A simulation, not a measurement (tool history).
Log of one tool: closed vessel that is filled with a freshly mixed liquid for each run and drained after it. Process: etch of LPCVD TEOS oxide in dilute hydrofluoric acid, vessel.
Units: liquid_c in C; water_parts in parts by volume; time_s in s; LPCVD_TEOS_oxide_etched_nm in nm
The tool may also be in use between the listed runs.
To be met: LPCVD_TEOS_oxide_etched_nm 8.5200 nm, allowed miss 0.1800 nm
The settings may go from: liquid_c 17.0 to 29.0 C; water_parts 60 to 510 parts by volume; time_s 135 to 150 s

Run 1, day 0.000: liquid_c 21.0 C, water_parts 285 parts by volume, time_s 135 s. Result: LPCVD_TEOS_oxide_etched_nm 7.1085 nm.
Run 2, day 0.096: liquid_c 21.0 C, water_parts 285 parts by volume, time_s 150 s. Result: LPCVD_TEOS_oxide_etched_nm 7.8536 nm.
Run 3, day 0.254: liquid_c 21.5 C, water_parts 285 parts by volume, time_s 150 s. Result: LPCVD_TEOS_oxide_etched_nm 8.1052 nm.
Run 4, day 0.625: liquid_c 22.0 C, water_parts 285 parts by volume, time_s 150 s. Result: LPCVD_TEOS_oxide_etched_nm 8.0598 nm.
Run 5, day 0.779: liquid_c 22.5 C, water_parts 285 parts by volume, time_s 150 s. Result: LPCVD_TEOS_oxide_etched_nm 8.2276 nm.
Run 6, day 1.112: liquid_c 20.0 C, water_parts 285 parts by volume, time_s 150 s. Result: LPCVD_TEOS_oxide_etched_nm 7.7058 nm.
Run 7, day 1.329: liquid_c 24.0 C, water_parts 280 parts by volume, time_s 150 s. Result: LPCVD_TEOS_oxide_etched_nm 8.9613 nm.
Run 8, day 1.558: liquid_c 23.5 C, water_parts 280 parts by volume, time_s 150 s. Result: LPCVD_TEOS_oxide_etched_nm 8.8363 nm.

Which of these 5 next moves meets every target?
Run A, day 1.788: liquid_c 27.5 C, water_parts 295 parts by volume, time_s 145 s. Result: LPCVD_TEOS_oxide_etched_nm ?.
Run B, day 1.788: liquid_c 27.0 C, water_parts 290 parts by volume, time_s 135 s. Result: LPCVD_TEOS_oxide_etched_nm ?.
Run C, day 1.788: liquid_c 22.0 C, water_parts 265 parts by volume, time_s 150 s. Result: LPCVD_TEOS_oxide_etched_nm ?.
Run D, day 1.788: liquid_c 22.0 C, water_parts 260 parts by volume, time_s 150 s. Result: LPCVD_TEOS_oxide_etched_nm ?.
Run E, day 1.788: liquid_c 23.5 C, water_parts 270 parts by volume, time_s 150 s. Result: LPCVD_TEOS_oxide_etched_nm ?.

move  LPCVD_TEOS_oxide_etched_nm
   A                      9.0437
   B                      8.4671
   C                      8.8627
   D                      9.0768
   E                      9.1359
A: further off than the last run
B: meets every target
C: further off than the last run
D: further off than the last run
E: further off than the last run
The right move is B.

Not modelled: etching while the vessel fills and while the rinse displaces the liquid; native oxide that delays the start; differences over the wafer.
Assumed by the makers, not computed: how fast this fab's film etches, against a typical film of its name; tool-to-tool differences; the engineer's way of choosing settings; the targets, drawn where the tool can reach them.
